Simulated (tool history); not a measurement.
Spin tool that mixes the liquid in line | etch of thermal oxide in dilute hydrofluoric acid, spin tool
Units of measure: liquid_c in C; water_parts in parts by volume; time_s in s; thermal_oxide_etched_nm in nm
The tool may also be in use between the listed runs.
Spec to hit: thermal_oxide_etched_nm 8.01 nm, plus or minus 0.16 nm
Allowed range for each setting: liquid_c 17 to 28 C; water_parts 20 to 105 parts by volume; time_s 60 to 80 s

run,day,liquid_c,water_parts,time_s,thermal_oxide_etched_nm
1,0,20,55,80,6.3872
2,0.204,20,55,80,6.3835
3,0.483,22,55,80,6.9978
4,0.788,24,55,80,7.5723
5,0.838,22.5,55,80,7.098
6,0.946,23.5,55,80,7.3123
7,1.321,24,55,80,7.5084
8,1.642,24.5,55,80,7.7032

4 candidate next runs follow, results not yet known. Just one meets every target within its allowed miss. Identify it.
A,1.962,24.5,50,75,?
B,1.962,23.5,45,75,?
C,1.962,19.5,35,60,?
D,1.962,24,50,80,?

move,thermal_oxide_etched_nm
A,8.0659
B,8.6575
C,7.6141
D,8.4288
A: meets every target
B: takes the biggest miss from the last run beyond its target
C: the biggest miss grows against the last run
D: takes the biggest miss from the last run beyond its target
Move A is the one to make.
